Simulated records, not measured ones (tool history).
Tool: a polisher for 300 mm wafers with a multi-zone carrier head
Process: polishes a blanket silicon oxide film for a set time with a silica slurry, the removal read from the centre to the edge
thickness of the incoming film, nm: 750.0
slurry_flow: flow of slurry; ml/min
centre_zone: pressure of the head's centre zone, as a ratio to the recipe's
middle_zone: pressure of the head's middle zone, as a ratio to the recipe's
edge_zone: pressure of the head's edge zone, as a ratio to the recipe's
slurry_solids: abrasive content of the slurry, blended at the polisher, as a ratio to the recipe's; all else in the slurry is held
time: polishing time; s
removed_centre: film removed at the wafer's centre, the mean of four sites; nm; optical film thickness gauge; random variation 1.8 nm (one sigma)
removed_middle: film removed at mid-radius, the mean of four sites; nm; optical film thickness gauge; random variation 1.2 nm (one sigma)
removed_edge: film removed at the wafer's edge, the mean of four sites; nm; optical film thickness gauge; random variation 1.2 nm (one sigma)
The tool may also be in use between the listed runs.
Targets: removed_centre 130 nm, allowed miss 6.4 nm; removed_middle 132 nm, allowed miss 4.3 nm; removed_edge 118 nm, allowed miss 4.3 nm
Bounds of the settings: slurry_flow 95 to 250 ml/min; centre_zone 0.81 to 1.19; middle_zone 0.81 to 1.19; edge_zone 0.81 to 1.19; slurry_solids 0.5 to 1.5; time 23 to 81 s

run,hour,slurry_flow,centre_zone,middle_zone,edge_zone,slurry_solids,time,removed_centre,removed_middle,removed_edge
1,0,160,1,1,1,1,52,153.29,147.95,146.9
2,1.4,160,1,1,1,1,40,118.52,115.12,113.14
3,5,170,1,1.01,1,1,40,119.76,116.22,113.6
4,10.8,170,1.04,1.01,1,1,40,123.13,116.65,112.64
5,18.7,175,1.04,1.02,1,1,40,127.97,118.77,113.97
6,25.8,180,1.03,1.03,1,1,40,124.55,119.33,114
7,34.5,185,1.03,1.04,1,1,40,126.77,120.8,116.5
8,42.7,185,1.03,1.06,0.99,1,40,121.9,121.35,111.6
9,46.8,185,1.03,1.06,0.99,1,40,126.94,122.92,114.67
10,51.7,190,1.03,1.07,0.99,1,40,129.18,122.85,116.86

Which of these 4 next moves meets every target?
A,56.6,240,1.08,0.9,0.97,0.9,41,?,?,?
B,56.6,180,1.04,1.15,0.99,1.2,38,?,?,?
C,56.6,230,1.02,0.98,1.03,0.95,40,?,?,?
D,56.6,200,1.09,1.05,1.01,1,39,?,?,?

move,removed_centre,removed_middle,removed_edge
A,134.21,109.61,113.97
B,130.71,131.01,117.79
C,126.27,115.48,117
D,132.04,118.42,114.04
A: further off than the last run
B: meets every target
C: further off than the last run
D: further off than the last run
The right move is B.

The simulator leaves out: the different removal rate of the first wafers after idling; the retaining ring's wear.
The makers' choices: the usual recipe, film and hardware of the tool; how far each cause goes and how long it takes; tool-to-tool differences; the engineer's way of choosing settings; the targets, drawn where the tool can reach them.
